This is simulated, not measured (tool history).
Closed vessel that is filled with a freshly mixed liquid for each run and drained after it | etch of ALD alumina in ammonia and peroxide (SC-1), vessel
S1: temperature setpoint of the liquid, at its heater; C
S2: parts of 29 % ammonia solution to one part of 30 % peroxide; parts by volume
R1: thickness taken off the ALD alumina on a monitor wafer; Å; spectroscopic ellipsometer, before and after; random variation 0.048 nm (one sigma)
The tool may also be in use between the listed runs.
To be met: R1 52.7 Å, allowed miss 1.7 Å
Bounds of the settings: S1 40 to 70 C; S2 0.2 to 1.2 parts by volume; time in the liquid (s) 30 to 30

Run 1, hour 0: S1 56 C, S2 0.7 parts by volume, time in the liquid (s) 30. Result: R1 27.872 Å.
Run 2, hour 6.8: S1 58 C, S2 0.7 parts by volume, time in the liquid (s) 30. Result: R1 31.188 Å.
Run 3, hour 14.2: S1 59.5 C, S2 0.7 parts by volume, time in the liquid (s) 30. Result: R1 34.35 Å.
Run 4, hour 16.9: S1 59.5 C, S2 0.95 parts by volume, time in the liquid (s) 30. Result: R1 34.809 Å.
Run 5, hour 21.6: S1 59.5 C, S2 0.95 parts by volume, time in the liquid (s) 30. Result: R1 35.067 Å.
Run 6, hour 22.5: S1 56.5 C, S2 0.95 parts by volume, time in the liquid (s) 30. Result: R1 29.705 Å.
Run 7, hour 25.7: S1 58.5 C, S2 0.95 parts by volume, time in the liquid (s) 30. Result: R1 33.555 Å.
Run 8, hour 29.9: S1 60 C, S2 0.95 parts by volume, time in the liquid (s) 30. Result: R1 35.644 Å.
Run 9, hour 32.6: S1 61.5 C, S2 0.95 parts by volume, time in the liquid (s) 30. Result: R1 38.676 Å.
Run 10, hour 41.2: S1 61.5 C, S2 0.95 parts by volume, time in the liquid (s) 30. Result: R1 38.431 Å.
Run 11, hour 49.6: S1 62.5 C, S2 0.95 parts by volume, time in the liquid (s) 30. Result: R1 40.483 Å.
Run 12, hour 57.1: S1 63.5 C, S2 0.95 parts by volume, time in the liquid (s) 30. Result: R1 42.275 Å.
Run 13, hour 62.7: S1 64.5 C, S2 0.95 parts by volume, time in the liquid (s) 30. Result: R1 44.837 Å.
Run 14, hour 65.3: S1 65 C, S2 0.95 parts by volume, time in the liquid (s) 30. Result: R1 45.873 Å.
Run 15, hour 73.1: S1 65.5 C, S2 0.95 parts by volume, time in the liquid (s) 30. Result: R1 46.922 Å.
Run 16, hour 79: S1 66 C, S2 0.95 parts by volume, time in the liquid (s) 30. Result: R1 48.34 Å.
Run 17, hour 80.8: S1 66.5 C, S2 0.95 parts by volume, time in the liquid (s) 30. Result: R1 49.323 Å.

Which of these 5 next moves meets every target?
Run A, hour 82.6: S1 67 C, S2 0.35 parts by volume, time in the liquid (s) 30. Result: R1 ?.
Run B, hour 82.6: S1 65.5 C, S2 0.9 parts by volume, time in the liquid (s) 30. Result: R1 ?.
Run C, hour 82.6: S1 64.5 C, S2 0.9 parts by volume, time in the liquid (s) 30. Result: R1 ?.
Run D, hour 82.6: S1 67.5 C, S2 1.2 parts by volume, time in the liquid (s) 30. Result: R1 ?.
Run E, hour 82.6: S1 65 C, S2 1.05 parts by volume, time in the liquid (s) 30. Result: R1 ?.

move      R1
   A  45.605
   B  46.304
   C  44.063
   D  52.489
   E  45.834
A: further off than the last run
B: further off than the last run
C: further off than the last run
D: meets every target
E: further off than the last run
The right move is D.

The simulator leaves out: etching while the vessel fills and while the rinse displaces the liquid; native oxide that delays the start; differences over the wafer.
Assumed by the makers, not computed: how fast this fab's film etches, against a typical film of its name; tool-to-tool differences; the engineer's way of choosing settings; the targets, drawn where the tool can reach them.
